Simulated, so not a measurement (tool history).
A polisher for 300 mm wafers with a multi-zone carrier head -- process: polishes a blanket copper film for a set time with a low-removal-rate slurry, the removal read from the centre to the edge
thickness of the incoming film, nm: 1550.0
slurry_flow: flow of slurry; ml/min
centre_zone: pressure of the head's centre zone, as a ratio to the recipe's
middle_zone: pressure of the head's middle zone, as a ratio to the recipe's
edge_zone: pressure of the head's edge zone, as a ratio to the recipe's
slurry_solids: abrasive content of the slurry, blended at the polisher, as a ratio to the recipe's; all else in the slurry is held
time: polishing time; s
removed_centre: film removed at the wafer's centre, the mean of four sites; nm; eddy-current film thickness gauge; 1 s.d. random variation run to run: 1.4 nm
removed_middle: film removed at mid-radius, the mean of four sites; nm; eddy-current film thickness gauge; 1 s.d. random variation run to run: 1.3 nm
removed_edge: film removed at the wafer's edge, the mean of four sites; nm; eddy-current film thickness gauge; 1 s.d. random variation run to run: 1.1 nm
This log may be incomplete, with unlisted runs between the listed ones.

Run 1, hour 0: slurry_flow 210 ml/min, centre_zone 1, middle_zone 1, edge_zone 1, slurry_solids 1, time 50 s. Result: removed_centre 166.66 nm, removed_middle 168.49 nm, removed_edge 168.52 nm.
Run 2, hour 7.6: slurry_flow 210 ml/min, centre_zone 1, middle_zone 1, edge_zone 1, slurry_solids 1.2, time 50 s. Result: removed_centre 172.84 nm, removed_middle 173.8 nm, removed_edge 170.62 nm.
Run 3, hour 9.2: slurry_flow 210 ml/min, centre_zone 1, middle_zone 1, edge_zone 1, slurry_solids 1.2, time 57 s. Result: removed_centre 199.89 nm, removed_middle 198.65 nm, removed_edge 194.24 nm.
Run 4, hour 15.9: slurry_flow 210 ml/min, centre_zone 1, middle_zone 0.95, edge_zone 1, slurry_solids 1.2, time 57 s. Result: removed_centre 199.59 nm, removed_middle 190.72 nm, removed_edge 194.12 nm.
Run 5, hour 24.1: slurry_flow 180 ml/min, centre_zone 1, middle_zone 0.95, edge_zone 1, slurry_solids 1.2, time 57 s. Result: removed_centre 191.3 nm, removed_middle 186.72 nm, removed_edge 192.1 nm.
Run 6, hour 31.4: slurry_flow 180 ml/min, centre_zone 0.93, middle_zone 0.95, edge_zone 1, slurry_solids 1.2, time 57 s. Result: removed_centre 187.05 nm, removed_middle 183.85 nm, removed_edge 195.96 nm.

For run 7, what comes out?
Run 7, hour 39.3: slurry_flow 175 ml/min, centre_zone 0.93, middle_zone 0.96, edge_zone 0.97, slurry_solids 1.1, time 52 s. Result: removed_centre ?, removed_middle ?, removed_edge ?.

removed_centre: 163.15 nm
removed_middle: 168.64 nm
removed_edge: 168.08 nm
